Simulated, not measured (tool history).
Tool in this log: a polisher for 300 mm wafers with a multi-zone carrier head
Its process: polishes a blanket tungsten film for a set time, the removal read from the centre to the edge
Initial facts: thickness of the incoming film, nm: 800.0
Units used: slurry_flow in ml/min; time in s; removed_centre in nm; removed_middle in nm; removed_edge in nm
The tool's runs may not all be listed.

| run | day | slurry_flow | centre_zone | middle_zone | edge_zone | slurry_solids | time | removed_centre | removed_middle | removed_edge |
|---|---|---|---|---|---|---|---|---|---|---|
| 1 | 0.000 | 310 | 1.00 | 1.00 | 1.00 | 1.00 | 37 | 248.09 | 245.03 | 254.45 |
| 2 | 0.154 | 310 | 1.00 | 1.00 | 0.94 | 1.00 | 37 | 251.25 | 243.44 | 247.20 |
| 3 | 0.229 | 305 | 0.99 | 0.99 | 0.92 | 0.95 | 37 | 244.62 | 238.16 | 243.85 |
| 4 | 0.558 | 305 | 0.99 | 0.99 | 0.92 | 0.95 | 45 | 297.07 | 288.07 | 293.74 |
| 5 | 0.658 | 305 | 0.99 | 1.05 | 0.92 | 0.95 | 45 | 297.72 | 308.72 | 293.25 |
| 6 | 0.971 | 310 | 0.98 | 1.03 | 0.90 | 0.85 | 44 | 279.19 | 290.78 | 284.82 |
| 7 | 1.067 | 310 | 0.98 | 1.03 | 0.90 | 0.85 | 44 | 279.06 | 290.60 | 274.13 |
| 8 | 1.100 | 315 | 0.97 | 0.99 | 0.89 | 0.75 | 43 | 265.29 | 264.07 | 272.55 |
| 9 | 1.317 | 310 | 0.98 | 0.99 | 0.87 | 0.70 | 42 | 253.60 | 258.95 | 252.64 |
| 10 | 1.362 | 300 | 0.98 | 0.96 | 0.86 | 0.65 | 42 | 251.87 | 241.55 | 247.91 |

Predict the results of run 11:
| 11 | 1.400 | 285 | 0.97 | 0.95 | 0.85 | 0.60 | 42 | ? | ? | ? |

removed_centre: 241.00 nm
removed_middle: 231.38 nm
removed_edge: 235.60 nm
